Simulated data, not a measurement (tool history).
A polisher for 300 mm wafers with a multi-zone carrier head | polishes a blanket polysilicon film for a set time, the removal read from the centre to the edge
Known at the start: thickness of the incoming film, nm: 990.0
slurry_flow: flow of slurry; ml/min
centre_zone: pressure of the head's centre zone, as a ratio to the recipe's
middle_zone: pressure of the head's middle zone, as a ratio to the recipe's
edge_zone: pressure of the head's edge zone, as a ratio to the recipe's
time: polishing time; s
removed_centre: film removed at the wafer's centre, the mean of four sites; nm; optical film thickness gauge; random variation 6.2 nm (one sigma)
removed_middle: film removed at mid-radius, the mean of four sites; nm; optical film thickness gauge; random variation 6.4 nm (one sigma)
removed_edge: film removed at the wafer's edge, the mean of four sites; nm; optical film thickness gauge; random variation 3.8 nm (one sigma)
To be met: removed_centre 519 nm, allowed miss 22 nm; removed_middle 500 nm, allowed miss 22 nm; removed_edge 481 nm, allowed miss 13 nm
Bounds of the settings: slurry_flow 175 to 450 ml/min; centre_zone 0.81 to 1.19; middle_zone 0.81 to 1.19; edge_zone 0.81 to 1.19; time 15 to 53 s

run,hour,slurry_flow,centre_zone,middle_zone,edge_zone,time,removed_centre,removed_middle,removed_edge
1,0,290,1,1,1,34,390.67,383.17,398.97
2,7,300,1.04,1.04,1.03,35,418.8,422.69,415.04
3,12.6,300,1.07,1.04,1.03,35,422.91,430.41,413.62
4,15.6,310,1.1,1.03,1.05,36,458.28,425.53,439.3
5,17.9,310,1.1,1.1,1.05,36,445.86,456.58,432.88
6,25.1,310,1.1,1.1,0.97,36,462.17,452.8,413.79
7,29.9,320,1.12,1.1,1.01,37,471.87,470.39,436.57
8,32.5,320,1.14,1.1,1.03,38,504,482.74,453.28

Which of these 5 next moves meets every target?
A,35.1,235,1.16,0.91,1.03,45,?,?,?
B,35.1,320,1.19,1.06,1.01,41,?,?,?
C,35.1,180,0.99,1.07,1.15,44,?,?,?
D,35.1,405,1.11,1.08,1.06,39,?,?,?
E,35.1,330,1.18,1.02,1.11,42,?,?,?

move,removed_centre,removed_middle,removed_edge
A,570.79,469.69,528.99
B,556.25,504.7,490.51
C,453.02,503.62,523.57
D,504.53,497.99,483.49
E,566.69,501.85,524.48
A: takes the result that was furthest off past its target
B: brings the result that was furthest off to its target, and leaves another outside
C: takes the result that was furthest off past its target
D: meets every target
E: takes the result that was furthest off past its target
Answer: D
